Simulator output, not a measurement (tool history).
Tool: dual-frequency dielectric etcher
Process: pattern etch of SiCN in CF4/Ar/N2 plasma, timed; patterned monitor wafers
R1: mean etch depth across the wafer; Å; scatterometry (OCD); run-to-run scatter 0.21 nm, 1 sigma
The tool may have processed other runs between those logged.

{"run": 1, "day": 0.0, "source power (kW)": 0.45, "bias power (kW)": 0.091, "Ar flow (sccm)": 78, "CF4 flow (sccm)": 53, "etch time (s)": 102, "R1": 1026.5}
{"run": 2, "day": 0.092, "source power (kW)": 0.43, "bias power (kW)": 0.09, "Ar flow (sccm)": 78, "CF4 flow (sccm)": 53, "etch time (s)": 102, "R1": 984.35}
{"run": 3, "day": 0.183, "source power (kW)": 0.43, "bias power (kW)": 0.104, "Ar flow (sccm)": 78, "CF4 flow (sccm)": 53, "etch time (s)": 102, "R1": 1047.3}
{"run": 4, "day": 0.212, "source power (kW)": 0.41, "bias power (kW)": 0.103, "Ar flow (sccm)": 78, "CF4 flow (sccm)": 53, "etch time (s)": 102, "R1": 1004.9}
{"run": 5, "day": 0.504, "source power (kW)": 0.39, "bias power (kW)": 0.103, "Ar flow (sccm)": 78, "CF4 flow (sccm)": 53, "etch time (s)": 102, "R1": 968.14}
{"run": 6, "day": 0.85, "source power (kW)": 0.38, "bias power (kW)": 0.103, "Ar flow (sccm)": 78, "CF4 flow (sccm)": 53, "etch time (s)": 102, "R1": 953.82}

Estimate the outcome of run 7 from the log above:
{"run": 7, "day": 0.996, "source power (kW)": 0.37, "bias power (kW)": 0.103, "Ar flow (sccm)": 78, "CF4 flow (sccm)": 53, "etch time (s)": 102, "R1": "?"}

{"run 7": {"R1": 934.03}}
